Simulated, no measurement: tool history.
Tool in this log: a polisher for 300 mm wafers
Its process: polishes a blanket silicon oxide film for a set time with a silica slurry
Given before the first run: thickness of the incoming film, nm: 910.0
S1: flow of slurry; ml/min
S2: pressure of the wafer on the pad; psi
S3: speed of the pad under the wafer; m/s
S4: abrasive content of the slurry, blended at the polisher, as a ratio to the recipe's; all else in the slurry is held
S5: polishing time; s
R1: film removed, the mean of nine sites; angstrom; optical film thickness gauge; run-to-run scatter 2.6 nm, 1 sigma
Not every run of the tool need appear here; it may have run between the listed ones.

Run 1, hour 0: S1 205 ml/min, S2 4.9 psi, S3 1.48 m/s, S4 1, S5 47 s. Result: R1 2437.4 angstrom.
Run 2, hour 5.6: S1 215 ml/min, S2 5.5 psi, S3 1.48 m/s, S4 1, S5 47 s. Result: R1 2679.2 angstrom.
Run 3, hour 6.3: S1 215 ml/min, S2 4.8 psi, S3 1.48 m/s, S4 1, S5 47 s. Result: R1 2432.9 angstrom.
Run 4, hour 13.6: S1 230 ml/min, S2 5.5 psi, S3 1.5 m/s, S4 1, S5 47 s. Result: R1 2728.3 angstrom.
Run 5, hour 22: S1 210 ml/min, S2 5.5 psi, S3 1.5 m/s, S4 1, S5 47 s. Result: R1 2706.9 angstrom.
Run 6, hour 29: S1 185 ml/min, S2 5.5 psi, S3 1.5 m/s, S4 1, S5 47 s. Result: R1 2665.3 angstrom.
Run 7, hour 31.4: S1 195 ml/min, S2 6.1 psi, S3 1.54 m/s, S4 1, S5 47 s. Result: R1 2990.1 angstrom.

Run 8, settings as shown, results not yet in. Your forecast:
Run 8, hour 35.6: S1 205 ml/min, S2 6.5 psi, S3 1.58 m/s, S4 1, S5 47 s. Result: R1 ?.

R1: 3199.2 angstrom
